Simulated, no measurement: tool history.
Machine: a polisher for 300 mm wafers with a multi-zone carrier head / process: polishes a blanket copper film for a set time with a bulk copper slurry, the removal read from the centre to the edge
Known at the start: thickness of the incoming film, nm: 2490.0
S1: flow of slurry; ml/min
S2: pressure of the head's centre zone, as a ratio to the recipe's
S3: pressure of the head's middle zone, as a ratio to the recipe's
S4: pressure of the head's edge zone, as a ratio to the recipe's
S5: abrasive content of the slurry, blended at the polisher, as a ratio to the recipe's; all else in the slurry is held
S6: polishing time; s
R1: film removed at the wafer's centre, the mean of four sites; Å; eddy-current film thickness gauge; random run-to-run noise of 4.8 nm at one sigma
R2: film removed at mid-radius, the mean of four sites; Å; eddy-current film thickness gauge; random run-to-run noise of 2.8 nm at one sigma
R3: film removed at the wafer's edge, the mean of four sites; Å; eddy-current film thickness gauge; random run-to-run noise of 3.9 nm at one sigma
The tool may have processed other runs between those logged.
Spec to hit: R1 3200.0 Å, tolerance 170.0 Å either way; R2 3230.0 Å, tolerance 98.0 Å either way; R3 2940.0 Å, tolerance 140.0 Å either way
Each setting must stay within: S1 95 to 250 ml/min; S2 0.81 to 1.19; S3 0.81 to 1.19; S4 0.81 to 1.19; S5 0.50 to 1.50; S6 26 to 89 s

| run | day | S1 | S2 | S3 | S4 | S5 | S6 | R1 | R2 | R3 |
|---|---|---|---|---|---|---|---|---|---|---|
| 1 | 0.000 | 160 | 1.00 | 1.00 | 1.00 | 1.00 | 57 | 3733.1 | 3743.6 | 3647.8 |
| 2 | 0.050 | 160 | 1.06 | 1.00 | 1.00 | 1.00 | 57 | 4055.7 | 3777.1 | 3674.0 |
| 3 | 0.388 | 160 | 1.06 | 1.00 | 1.00 | 1.20 | 57 | 4241.3 | 3945.9 | 3808.2 |
| 4 | 0.538 | 160 | 1.06 | 1.00 | 1.00 | 1.20 | 48 | 3483.7 | 3300.3 | 3281.2 |
| 5 | 0.579 | 160 | 1.06 | 1.00 | 1.00 | 1.25 | 48 | 3455.3 | 3370.7 | 3342.3 |
| 6 | 0.729 | 160 | 1.06 | 1.00 | 1.00 | 1.25 | 60 | 4451.6 | 4273.9 | 4114.0 |
| 7 | 0.954 | 155 | 1.04 | 1.00 | 0.97 | 1.10 | 59 | 4022.1 | 3957.2 | 3816.2 |
| 8 | 1.138 | 155 | 1.04 | 1.00 | 0.97 | 1.10 | 59 | 4012.9 | 4004.0 | 3860.5 |
| 9 | 1.192 | 165 | 1.04 | 1.01 | 0.95 | 1.00 | 57 | 3881.9 | 3821.8 | 3553.1 |
| 10 | 1.454 | 165 | 1.03 | 1.00 | 0.93 | 0.90 | 57 | 3720.4 | 3704.2 | 3469.5 |
| 11 | 1.792 | 165 | 1.03 | 1.00 | 0.91 | 0.80 | 57 | 3589.7 | 3515.8 | 3258.7 |

Which one of the following 4 next-run settings gets every result inside its allowed miss? There is exactly one.
| A | 2.129 | 190 | 1.19 | 0.97 | 0.89 | 0.90 | 52 | ? | ? | ? |
| B | 2.129 | 145 | 0.91 | 0.82 | 1.01 | 0.95 | 56 | ? | ? | ? |
| C | 2.129 | 215 | 1.01 | 1.02 | 0.88 | 0.75 | 51 | ? | ? | ? |
| D | 2.129 | 155 | 0.95 | 0.92 | 0.94 | 0.90 | 53 | ? | ? | ? |

| move | R1 | R2 | R3 |
|---|---|---|---|
| A | 3937.3 | 3326.0 | 3187.2 |
| B | 3147.9 | 3053.0 | 3564.0 |
| C | 3153.4 | 3274.3 | 2978.4 |
| D | 3098.8 | 3157.8 | 3249.5 |
A: brings the last run's worst result on target, with another outside its allowed miss
B: takes the biggest miss from the last run beyond its target
C: every result within its allowed miss
D: brings the last run's worst result on target, with another outside its allowed miss
C meets every target.
